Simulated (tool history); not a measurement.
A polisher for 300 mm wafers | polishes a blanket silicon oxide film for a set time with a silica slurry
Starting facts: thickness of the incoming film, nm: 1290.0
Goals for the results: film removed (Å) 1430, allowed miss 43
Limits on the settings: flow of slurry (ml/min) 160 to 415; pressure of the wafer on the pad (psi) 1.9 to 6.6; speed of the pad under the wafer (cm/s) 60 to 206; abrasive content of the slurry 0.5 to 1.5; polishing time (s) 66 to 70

run	day	flow of slurry (ml/min)	pressure of the wafer on the pad (psi)	speed of the pad under the wafer (cm/s)	abrasive content of the slurry	polishing time (s)	film removed (Å)
1	0	265	4.2	132	1	66	2077.4
2	0.246	265	4.2	132	0.85	66	1928.8
3	0.383	265	4	132	0.85	66	1829.5
4	0.517	295	4	132	0.85	66	1860.9
5	0.771	290	3.8	132	0.85	66	1760.4
6	1.038	290	4.7	132	0.85	66	2140.2
7	1.246	280	3.5	130	0.85	66	1606.6
8	1.546	280	3.4	130	0.85	66	1561.1

4 candidate next runs follow, results not yet known. Just one meets every target within its allowed miss. Identify it.
A	1.846	255	3.4	132	0.7	67	?
B	1.846	335	3.3	110	1	70	?
C	1.846	285	3.2	124	0.75	66	?
D	1.846	285	3.7	106	1	66	?

move	film removed (Å)
A	1441.7
B	1529.4
C	1333.4
D	1539.8
A: every result lands within tolerance
B: gains on the last run, yet a result remains outside its allowed miss
C: the result that was furthest off in the last run now lies on the other side of its target
D: gains on the last run, yet a result remains outside its allowed miss
The right move is A.

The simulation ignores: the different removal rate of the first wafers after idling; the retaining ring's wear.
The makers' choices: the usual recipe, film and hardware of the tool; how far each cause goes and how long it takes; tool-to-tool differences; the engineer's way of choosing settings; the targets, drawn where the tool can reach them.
